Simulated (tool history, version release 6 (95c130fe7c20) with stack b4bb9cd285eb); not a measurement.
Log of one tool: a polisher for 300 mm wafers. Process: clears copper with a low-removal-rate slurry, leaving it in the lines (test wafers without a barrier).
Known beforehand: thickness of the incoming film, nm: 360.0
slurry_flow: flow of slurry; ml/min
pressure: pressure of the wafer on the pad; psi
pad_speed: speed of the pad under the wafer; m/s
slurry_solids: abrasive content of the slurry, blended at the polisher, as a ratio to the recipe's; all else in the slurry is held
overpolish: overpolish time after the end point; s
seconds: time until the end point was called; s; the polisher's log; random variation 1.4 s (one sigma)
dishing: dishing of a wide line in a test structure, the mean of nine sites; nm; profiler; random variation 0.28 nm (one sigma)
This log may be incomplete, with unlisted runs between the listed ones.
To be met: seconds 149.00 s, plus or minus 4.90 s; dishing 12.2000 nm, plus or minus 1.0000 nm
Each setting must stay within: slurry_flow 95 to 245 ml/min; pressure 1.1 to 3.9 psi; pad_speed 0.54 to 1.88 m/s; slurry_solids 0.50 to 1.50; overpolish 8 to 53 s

Run 1, day 0.000: slurry_flow 155 ml/min, pressure 2.5 psi, pad_speed 1.20 m/s, slurry_solids 1.00, overpolish 27 s. Result: seconds 152.57 s, dishing 16.2490 nm.
Run 2, day 0.350: slurry_flow 155 ml/min, pressure 2.5 psi, pad_speed 1.44 m/s, slurry_solids 1.00, overpolish 27 s. Result: seconds 125.86 s, dishing 16.4980 nm.
Run 3, day 0.508: slurry_flow 155 ml/min, pressure 2.0 psi, pad_speed 1.44 m/s, slurry_solids 1.00, overpolish 27 s. Result: seconds 150.13 s, dishing 16.6490 nm.
Run 4, day 0.562: slurry_flow 135 ml/min, pressure 2.0 psi, pad_speed 1.44 m/s, slurry_solids 1.00, overpolish 27 s. Result: seconds 157.07 s, dishing 16.2110 nm.
Run 5, day 0.758: slurry_flow 135 ml/min, pressure 2.0 psi, pad_speed 1.16 m/s, slurry_solids 1.00, overpolish 27 s. Result: seconds 193.84 s, dishing 15.3750 nm.
Run 6, day 0.883: slurry_flow 135 ml/min, pressure 2.0 psi, pad_speed 1.16 m/s, slurry_solids 1.15, overpolish 27 s. Result: seconds 191.20 s, dishing 15.1890 nm.
Run 7, day 0.912: slurry_flow 130 ml/min, pressure 2.1 psi, pad_speed 1.16 m/s, slurry_solids 1.20, overpolish 25 s. Result: seconds 181.88 s, dishing 15.0750 nm.
At day 1.071: slurry nozzle cleaned.
Run 8, day 1.071: slurry_flow 130 ml/min, pressure 2.1 psi, pad_speed 1.16 m/s, slurry_solids 1.20, overpolish 25 s. Result: seconds 169.84 s, dishing 15.5220 nm.
Run 9, day 1.104: slurry_flow 125 ml/min, pressure 2.1 psi, pad_speed 1.16 m/s, slurry_solids 1.20, overpolish 23 s. Result: seconds 173.00 s, dishing 14.8290 nm.
Run 10, day 1.450: slurry_flow 120 ml/min, pressure 2.1 psi, pad_speed 1.16 m/s, slurry_solids 1.20, overpolish 21 s. Result: seconds 172.80 s, dishing 14.6290 nm.
Run 11, day 1.504: slurry_flow 115 ml/min, pressure 2.1 psi, pad_speed 1.16 m/s, slurry_solids 1.25, overpolish 20 s. Result: seconds 173.52 s, dishing 14.4750 nm.
Run 12, day 1.879: slurry_flow 135 ml/min, pressure 2.3 psi, pad_speed 1.20 m/s, slurry_solids 1.50, overpolish 8 s. Result: seconds 143.52 s, dishing 9.7945 nm.
Run 13, day 2.121: slurry_flow 135 ml/min, pressure 2.3 psi, pad_speed 1.20 m/s, slurry_solids 1.50, overpolish 9 s. Result: seconds 144.21 s, dishing 10.1020 nm.

4 candidate next runs follow, results not yet known. Just one meets every target within its allowed miss. Identify it.
Run A, day 2.362: slurry_flow 135 ml/min, pressure 1.8 psi, pad_speed 1.34 m/s, slurry_solids 1.45, overpolish 18 s. Result: seconds ?, dishing ?.
Run B, day 2.362: slurry_flow 125 ml/min, pressure 2.7 psi, pad_speed 1.12 m/s, slurry_solids 1.45, overpolish 18 s. Result: seconds ?, dishing ?.
Run C, day 2.362: slurry_flow 160 ml/min, pressure 2.0 psi, pad_speed 1.26 m/s, slurry_solids 1.50, overpolish 21 s. Result: seconds ?, dishing ?.
Run D, day 2.362: slurry_flow 100 ml/min, pressure 1.9 psi, pad_speed 1.46 m/s, slurry_solids 1.50, overpolish 13 s. Result: seconds ?, dishing ?.

move  seconds  dishing
   A   156.19  14.2130
   B   136.49  15.0520
   C   146.83  15.2990
   D   147.76  12.6890
A: the result that was furthest off in the last run now lies on the other side of its target
B: the result that was furthest off in the last run now lies on the other side of its target
C: the result that was furthest off in the last run now lies on the other side of its target
D: in spec on every target
So the answer is move D, the one that meets all the targets.

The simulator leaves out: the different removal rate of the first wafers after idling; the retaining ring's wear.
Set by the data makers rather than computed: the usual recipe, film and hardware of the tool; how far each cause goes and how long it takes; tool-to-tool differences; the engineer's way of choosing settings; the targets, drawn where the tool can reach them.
